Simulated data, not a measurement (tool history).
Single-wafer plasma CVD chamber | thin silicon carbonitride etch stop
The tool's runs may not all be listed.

run  hour  RF power (kW)  deposition time (s)  mean film thickness on the monitor wafer (Å)
  1   0.0          0.155                 18.0                                        98.984
  2   7.8          0.150                 17.7                                        97.116
  3   8.8          0.145                 17.4                                        93.261
  4   9.9          0.140                 17.3                                        92.320
  5  13.1          0.135                 17.2                                        90.344
  6  16.7          0.135                 15.0                                        78.937
  7  17.5          0.135                 15.0                                        78.576
  8  24.3          0.140                 15.1                                        79.887

What will run 9 give?
  9  32.3          0.140                 15.2                                             ?

mean film thickness on the monitor wafer (Å): 81.175
